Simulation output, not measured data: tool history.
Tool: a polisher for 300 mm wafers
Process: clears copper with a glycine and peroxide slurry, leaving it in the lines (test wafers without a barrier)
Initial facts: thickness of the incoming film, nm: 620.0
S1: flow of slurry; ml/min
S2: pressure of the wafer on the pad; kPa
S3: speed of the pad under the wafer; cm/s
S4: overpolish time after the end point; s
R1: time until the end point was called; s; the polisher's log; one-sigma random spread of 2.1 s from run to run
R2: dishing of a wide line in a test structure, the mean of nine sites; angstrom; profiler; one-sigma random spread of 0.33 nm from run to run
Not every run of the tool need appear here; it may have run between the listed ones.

| run | day | S1 | S2 | S3 | S4 | R1 | R2 |
|---|---|---|---|---|---|---|---|
| 1 | 0.000 | 175 | 19.3 | 92 | 12 | 92.166 | 409.04 |
| 2 | 0.092 | 175 | 17.9 | 90 | 10 | 97.910 | 344.86 |
| 3 | 0.408 | 175 | 17.9 | 100 | 10 | 90.944 | 349.53 |
| 4 | 0.779 | 175 | 20.0 | 100 | 10 | 86.960 | 362.07 |
| 5 | 0.925 | 175 | 20.0 | 100 | 12 | 87.348 | 423.39 |
| 6 | 1.212 | 175 | 20.0 | 100 | 16 | 87.196 | 504.78 |

Forecast run 7:
| 7 | 1.571 | 175 | 17.9 | 96 | 13 | ? | ? |

{"run 7": {"R1": 92.599, "R2": 426.41}}

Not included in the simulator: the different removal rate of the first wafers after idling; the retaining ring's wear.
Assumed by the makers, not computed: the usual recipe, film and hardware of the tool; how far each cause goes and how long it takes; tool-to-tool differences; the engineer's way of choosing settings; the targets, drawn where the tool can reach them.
